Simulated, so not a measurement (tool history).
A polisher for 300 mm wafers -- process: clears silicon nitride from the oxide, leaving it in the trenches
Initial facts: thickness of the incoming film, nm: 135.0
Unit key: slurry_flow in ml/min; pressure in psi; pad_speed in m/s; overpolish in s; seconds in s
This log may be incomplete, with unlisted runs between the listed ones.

run	hour	slurry_flow	pressure	pad_speed	overpolish	seconds
1	0	250	3	1.22	42	125.77
2	8.6	250	3	1.22	42	122.91
3	10.5	250	2.7	1.22	42	135.53
4	12.6	255	3	1.22	42	125.48
5	14.4	300	3	1.22	42	125.03
6	15.2	300	3.2	1.22	42	115.71
7	16.7	300	3.2	1.22	42	116.53
8	25.1	300	3.4	1.22	42	111.61
9	31.3	310	4.2	1.24	42	88.108

Expected results for the next run?
# hour 38.3: worn pad replaced by a new one
10	38.3	310	4.1	1.24	42	?

{"run 10": {"seconds": 81.261}}
